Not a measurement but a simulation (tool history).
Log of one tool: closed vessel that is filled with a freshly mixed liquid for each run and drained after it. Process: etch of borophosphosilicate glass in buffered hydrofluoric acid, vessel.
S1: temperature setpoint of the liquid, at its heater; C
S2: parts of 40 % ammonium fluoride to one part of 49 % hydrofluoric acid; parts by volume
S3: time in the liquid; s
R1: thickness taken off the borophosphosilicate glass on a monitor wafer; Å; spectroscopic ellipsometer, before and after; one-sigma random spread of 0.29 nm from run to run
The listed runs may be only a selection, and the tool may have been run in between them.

{"run": 1, "day": 0.0, "S1": 20, "S2": 19, "S3": 90, "R1": 567.33}
{"run": 2, "day": 0.154, "S1": 23.5, "S2": 19, "S3": 90, "R1": 688.35}
{"run": 3, "day": 0.421, "S1": 22, "S2": 19.5, "S3": 90, "R1": 618.39}
{"run": 4, "day": 0.738, "S1": 22, "S2": 16, "S3": 90, "R1": 762.2}
{"run": 5, "day": 0.883, "S1": 24.5, "S2": 16, "S3": 90, "R1": 865.67}
{"run": 6, "day": 1.042, "S1": 23, "S2": 17, "S3": 90, "R1": 748.9}
{"run": 7, "day": 1.104, "S1": 21.5, "S2": 18, "S3": 90, "R1": 647.88}
{"run": 8, "day": 1.388, "S1": 20.5, "S2": 18.5, "S3": 90, "R1": 597.69}

The next listed run, before its measurement:
{"run": 9, "day": 1.446, "S1": 19.5, "S2": 19, "S3": 90, "R1": "?"}

Run 9 came out at R1 556.38 Å.
